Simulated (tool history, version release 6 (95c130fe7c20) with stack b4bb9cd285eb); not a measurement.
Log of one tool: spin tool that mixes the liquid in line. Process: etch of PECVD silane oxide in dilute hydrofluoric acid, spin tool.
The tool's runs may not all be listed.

| run | hour | temperature setpoint of the liquid (C) | parts of water to one part of 49 % hydrofluoric acid (parts by volume) | time under the liquid (s) | thickness taken off the PECVD silane oxide on a monitor wafer (angstrom) |
|---|---|---|---|---|---|
| 1 | 0 | 21 | 85 | 45 | 99.188 |
| 2 | 3.7 | 23 | 70 | 45 | 133.6 |
| 3 | 10.7 | 24.5 | 60 | 45 | 167.46 |
| 4 | 14.3 | 22 | 60 | 45 | 152.57 |
| 5 | 16.8 | 20.5 | 60 | 45 | 141.46 |
| 6 | 19 | 23 | 55 | 45 | 172.84 |
| 7 | 22.1 | 24.5 | 50 | 45 | 202.19 |
| 8 | 23.5 | 26 | 50 | 45 | 217.27 |

Run 9 comes next. What will it give?
| 9 | 25.5 | 29 | 45 | 45 | ? |

thickness taken off the PECVD silane oxide on a monitor wafer (angstrom): 273.71
